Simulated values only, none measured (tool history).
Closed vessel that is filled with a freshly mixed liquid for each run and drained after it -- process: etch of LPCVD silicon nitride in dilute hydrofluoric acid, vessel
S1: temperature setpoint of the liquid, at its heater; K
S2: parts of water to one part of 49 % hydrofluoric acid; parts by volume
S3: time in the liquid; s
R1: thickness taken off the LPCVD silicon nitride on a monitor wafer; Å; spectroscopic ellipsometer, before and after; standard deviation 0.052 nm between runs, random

run    day      S1   S2    S3      R1
  1  0.000  299.15  170  2995  98.079
  2  0.283  295.65  170  2995  77.324
  3  0.379  295.65  170  3200  83.902
  4  0.458  295.65  170  2995  77.767
  5  0.483  296.15  170  2995  80.174
  6  0.512  296.65  170  2995  82.874

What does the tool deliver on the next run?
  7  0.750  297.15  170  2995   ?

R1: 85.780 Å
